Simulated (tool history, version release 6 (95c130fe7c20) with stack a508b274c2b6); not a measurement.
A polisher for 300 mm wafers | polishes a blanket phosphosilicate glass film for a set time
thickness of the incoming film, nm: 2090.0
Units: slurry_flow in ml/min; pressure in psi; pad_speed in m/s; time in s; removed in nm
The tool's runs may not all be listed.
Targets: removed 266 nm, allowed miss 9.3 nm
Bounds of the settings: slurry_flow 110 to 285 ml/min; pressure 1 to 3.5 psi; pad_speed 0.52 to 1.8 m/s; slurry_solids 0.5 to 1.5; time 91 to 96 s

Run 1, hour 0: slurry_flow 180 ml/min, pressure 2.2 psi, pad_speed 1.16 m/s, slurry_solids 1, time 91 s. Result: removed 551.93 nm.
Run 2, hour 5.6: slurry_flow 180 ml/min, pressure 2.2 psi, pad_speed 1.16 m/s, slurry_solids 1, time 91 s. Result: removed 547.77 nm.
Run 3, hour 10.5: slurry_flow 180 ml/min, pressure 2.2 psi, pad_speed 1.38 m/s, slurry_solids 1, time 91 s. Result: removed 616.74 nm.
Run 4, hour 11.6: slurry_flow 175 ml/min, pressure 1.8 psi, pad_speed 1.22 m/s, slurry_solids 1, time 91 s. Result: removed 466.05 nm.
Run 5, hour 12.8: slurry_flow 175 ml/min, pressure 1.8 psi, pad_speed 1.22 m/s, slurry_solids 0.9, time 91 s. Result: removed 449.25 nm.
Run 6, hour 20.1: slurry_flow 175 ml/min, pressure 1.8 psi, pad_speed 1.46 m/s, slurry_solids 0.9, time 91 s. Result: removed 519.04 nm.
Run 7, hour 24: slurry_flow 170 ml/min, pressure 1.5 psi, pad_speed 1.32 m/s, slurry_solids 0.9, time 91 s. Result: removed 395.39 nm.
Run 8, hour 32.7: slurry_flow 160 ml/min, pressure 1.3 psi, pad_speed 1.26 m/s, slurry_solids 0.9, time 91 s. Result: removed 333.11 nm.
Run 9, hour 35.3: slurry_flow 150 ml/min, pressure 1.2 psi, pad_speed 1.26 m/s, slurry_solids 0.9, time 91 s. Result: removed 311.32 nm.
Run 10, hour 40.6: slurry_flow 140 ml/min, pressure 1.1 psi, pad_speed 1.26 m/s, slurry_solids 0.9, time 91 s. Result: removed 284.09 nm.
Run 11, hour 44: slurry_flow 115 ml/min, pressure 1 psi, pad_speed 1.26 m/s, slurry_solids 0.9, time 91 s. Result: removed 254.79 nm.
Run 12, hour 46.6: slurry_flow 120 ml/min, pressure 1 psi, pad_speed 1.26 m/s, slurry_solids 0.9, time 91 s. Result: removed 253.38 nm.
Run 13, hour 52.3: slurry_flow 125 ml/min, pressure 1 psi, pad_speed 1.26 m/s, slurry_solids 0.9, time 91 s. Result: removed 247.13 nm.
Run 14, hour 59.7: slurry_flow 130 ml/min, pressure 1 psi, pad_speed 1.26 m/s, slurry_solids 0.9, time 91 s. Result: removed 251.51 nm.
Run 15, hour 67.4: slurry_flow 135 ml/min, pressure 1 psi, pad_speed 1.26 m/s, slurry_solids 0.9, time 91 s. Result: removed 255.4 nm.
Run 16, hour 71.9: slurry_flow 140 ml/min, pressure 1 psi, pad_speed 1.26 m/s, slurry_solids 0.9, time 91 s. Result: removed 253.07 nm.
Run 17, hour 78.5: slurry_flow 140 ml/min, pressure 1 psi, pad_speed 1.26 m/s, slurry_solids 0.9, time 91 s. Result: removed 257.16 nm.

4 next moves are on the table. One of them brings every result within its allowed miss. Which?
Run A, hour 85.1: slurry_flow 110 ml/min, pressure 1 psi, pad_speed 1.2 m/s, slurry_solids 0.9, time 92 s. Result: removed ?.
Run B, hour 85.1: slurry_flow 130 ml/min, pressure 1 psi, pad_speed 1.36 m/s, slurry_solids 1.1, time 91 s. Result: removed ?.
Run C, hour 85.1: slurry_flow 140 ml/min, pressure 1.3 psi, pad_speed 0.96 m/s, slurry_solids 0.8, time 96 s. Result: removed ?.
Run D, hour 85.1: slurry_flow 220 ml/min, pressure 1 psi, pad_speed 1.46 m/s, slurry_solids 0.6, time 91 s. Result: removed ?.

move  removed
   A   240.52
   B   288.82
   C   264.78
   D   239.45
A: further off than the last run
B: takes the result that was furthest off past its target
C: meets every target
D: further off than the last run
Move C is the one to make.
